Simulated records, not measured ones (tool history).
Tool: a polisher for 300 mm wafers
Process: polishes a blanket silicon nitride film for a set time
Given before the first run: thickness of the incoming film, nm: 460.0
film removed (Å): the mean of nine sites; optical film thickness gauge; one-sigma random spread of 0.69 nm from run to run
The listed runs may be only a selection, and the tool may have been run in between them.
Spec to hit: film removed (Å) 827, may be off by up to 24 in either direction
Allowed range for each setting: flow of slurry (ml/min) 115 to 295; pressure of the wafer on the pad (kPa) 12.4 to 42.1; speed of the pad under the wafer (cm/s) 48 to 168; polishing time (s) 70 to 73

| run | hour | flow of slurry (ml/min) | pressure of the wafer on the pad (kPa) | speed of the pad under the wafer (cm/s) | polishing time (s) | film removed (Å) |
|---|---|---|---|---|---|---|
| 1 | 0 | 190 | 26.9 | 108 | 70 | 1636.6 |
| 2 | 6.9 | 185 | 22.8 | 104 | 70 | 1376.2 |
| 3 | 9.9 | 185 | 22.8 | 124 | 70 | 1480.2 |
| 4 | 16.2 | 185 | 22.8 | 138 | 70 | 1567.8 |
| 5 | 17.3 | 175 | 20 | 124 | 70 | 1316.5 |
| 6 | 22.5 | 165 | 17.9 | 116 | 70 | 1111.5 |
| 7 | 29.2 | 155 | 16.5 | 116 | 70 | 1018.6 |
| 8 | 35.1 | 145 | 15.9 | 116 | 70 | 969.96 |
| 9 | 41.8 | 140 | 15.2 | 116 | 70 | 922.77 |
| 10 | 48.7 | 135 | 14.5 | 116 | 70 | 875.77 |
| 11 | 51.2 | 130 | 14.5 | 116 | 70 | 879.83 |
| 12 | 52.9 | 125 | 14.5 | 116 | 70 | 876.89 |

Which one of the following 5 next-run settings gets every result inside its allowed miss? There is exactly one.
| A | 54.6 | 115 | 13.8 | 116 | 71 | ? |
| B | 54.6 | 115 | 15.2 | 112 | 70 | ? |
| C | 54.6 | 115 | 13.1 | 116 | 70 | ? |
| D | 54.6 | 115 | 15.9 | 116 | 70 | ? |
| E | 54.6 | 150 | 15.2 | 106 | 70 | ? |

| move | film removed (Å) |
|---|---|
| A | 827.93 |
| B | 876.34 |
| C | 777.78 |
| D | 931.75 |
| E | 897.22 |
A: every result lands within tolerance
B: neither nearer nor further off than the last run
C: pushes the last run's worst result past its target
D: lands further from the targets than the last run did
E: lands further from the targets than the last run did
A is the move that brings every result within its allowed miss.
